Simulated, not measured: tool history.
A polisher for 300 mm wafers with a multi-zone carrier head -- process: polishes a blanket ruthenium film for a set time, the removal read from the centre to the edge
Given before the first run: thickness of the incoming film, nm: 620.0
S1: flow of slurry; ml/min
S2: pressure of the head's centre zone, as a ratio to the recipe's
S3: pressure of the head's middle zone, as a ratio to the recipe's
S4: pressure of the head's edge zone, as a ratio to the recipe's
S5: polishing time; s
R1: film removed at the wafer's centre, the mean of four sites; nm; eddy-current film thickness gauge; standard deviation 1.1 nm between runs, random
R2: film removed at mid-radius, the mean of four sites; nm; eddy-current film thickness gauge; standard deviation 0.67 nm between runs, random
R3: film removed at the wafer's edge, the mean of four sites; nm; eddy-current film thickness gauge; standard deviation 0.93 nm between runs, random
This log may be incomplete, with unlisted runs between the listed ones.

run 1 hour=0 | S1=285 S2=1 S3=1 S4=1 S5=71 | R1=58.371 R2=58.955 R3=58.498
run 2 hour=3 | S1=300 S2=1.05 S3=1.06 S4=1.02 S5=78 | R1=68.322 R2=66.636 R3=63.655
run 3 hour=6.8 | S1=310 S2=1.06 S3=1.1 S4=1.02 S5=84 | R1=73.465 R2=73.583 R3=70.142
run 4 hour=9 | S1=310 S2=1.06 S3=1.1 S4=1.02 S5=76 | R1=66.977 R2=67.06 R3=62.716
run 5 hour=17.3 | S1=310 S2=1.06 S3=1.1 S4=1.02 S5=63 | R1=54.512 R2=55.523 R3=52.113
run 6 hour=23.5 | S1=365 S2=1.06 S3=1.1 S4=1.02 S5=63 | R1=55.559 R2=56.731 R3=53.353

Forecast run 7:
run 7 hour=31.7 | S1=370 S2=1.07 S3=1.13 S4=1 S5=74 | R1=? R2=? R3=?

R1: 66.489 nm
R2: 67.382 nm
R3: 62.74 nm

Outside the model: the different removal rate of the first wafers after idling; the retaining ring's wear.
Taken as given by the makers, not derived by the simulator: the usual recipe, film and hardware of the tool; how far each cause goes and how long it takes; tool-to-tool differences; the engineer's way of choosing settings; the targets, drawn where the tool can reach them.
